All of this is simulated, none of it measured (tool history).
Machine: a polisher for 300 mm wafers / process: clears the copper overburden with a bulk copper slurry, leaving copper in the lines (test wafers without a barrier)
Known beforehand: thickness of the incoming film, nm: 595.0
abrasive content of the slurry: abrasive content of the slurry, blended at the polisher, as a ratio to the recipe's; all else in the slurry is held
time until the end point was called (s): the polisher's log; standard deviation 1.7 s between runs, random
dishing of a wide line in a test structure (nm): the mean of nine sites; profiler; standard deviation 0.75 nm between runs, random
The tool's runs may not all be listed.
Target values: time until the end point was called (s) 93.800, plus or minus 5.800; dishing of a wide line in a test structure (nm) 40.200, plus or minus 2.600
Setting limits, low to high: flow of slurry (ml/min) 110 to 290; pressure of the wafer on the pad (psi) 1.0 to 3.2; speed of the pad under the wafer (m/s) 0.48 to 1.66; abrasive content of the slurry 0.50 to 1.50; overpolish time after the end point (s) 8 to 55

run,day,flow of slurry (ml/min),pressure of the wafer on the pad (psi),speed of the pad under the wafer (m/s),abrasive content of the slurry,overpolish time after the end point (s),time until the end point was called (s),dishing of a wide line in a test structure (nm)
1,0.000,185,2.1,1.06,1.00,28,91.487,94.652
2,0.050,185,2.1,1.20,1.00,28,79.773,99.241
3,0.204,185,2.1,1.08,1.00,28,87.660,94.813
4,0.538,145,2.1,1.08,1.00,28,91.738,91.329
5,0.583,145,2.1,1.08,1.00,40,93.100,108.410
6,0.667,140,1.9,1.16,0.90,35,99.760,97.861
7,0.800,135,1.8,1.20,1.00,31,96.903,90.380
8,1.125,130,1.7,1.22,1.10,27,102.550,79.766
9,1.312,125,1.6,1.28,1.15,24,100.420,74.622
10,1.679,125,1.5,1.32,1.20,21,106.950,67.271
11,1.929,175,1.0,1.62,1.15,8,118.090,29.722
12,2.208,170,1.1,1.62,1.15,8,107.530,30.375
13,2.358,170,1.1,1.60,1.15,8,108.070,30.871

Consider the 4 candidate settings below. Which is the only one whose results all fall within their allowed miss of target?
A,2.508,160,1.1,1.48,1.00,14,?,?
B,2.508,160,1.0,1.56,1.15,12,?,?
C,2.508,170,1.2,1.54,1.15,8,?,?
D,2.508,150,1.3,1.66,1.10,9,?,?

move,time until the end point was called (s),dishing of a wide line in a test structure (nm)
A,126.830,42.854
B,127.430,37.577
C,107.490,31.734
D,95.723,38.634
A: moves the result that the last run missed by most past its target, out the other side
B: its largest miss is bigger than the last run's
C: moves toward the targets from the last run without getting all of them in spec
D: hits every target within its allowed miss
The move that meets every target is D.
